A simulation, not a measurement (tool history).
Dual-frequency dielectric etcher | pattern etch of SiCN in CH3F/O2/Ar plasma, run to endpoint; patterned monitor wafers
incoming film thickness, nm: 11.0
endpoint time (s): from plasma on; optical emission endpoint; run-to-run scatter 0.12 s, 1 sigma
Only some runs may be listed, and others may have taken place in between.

run    day  source power (W)  bias power (W)  endpoint time (s)
  1  0.000               550              81             23.804
  2  0.204               550              75             24.327
  3  0.238               510              73             25.269
  4  0.383               510              84             24.042
  5  0.446               450              84             24.868
  6  0.762               450              92             24.229

What does the tool deliver on the next run?
  7  0.879               420              88                  ?

{"run 7": {"endpoint time (s)": 24.892}}
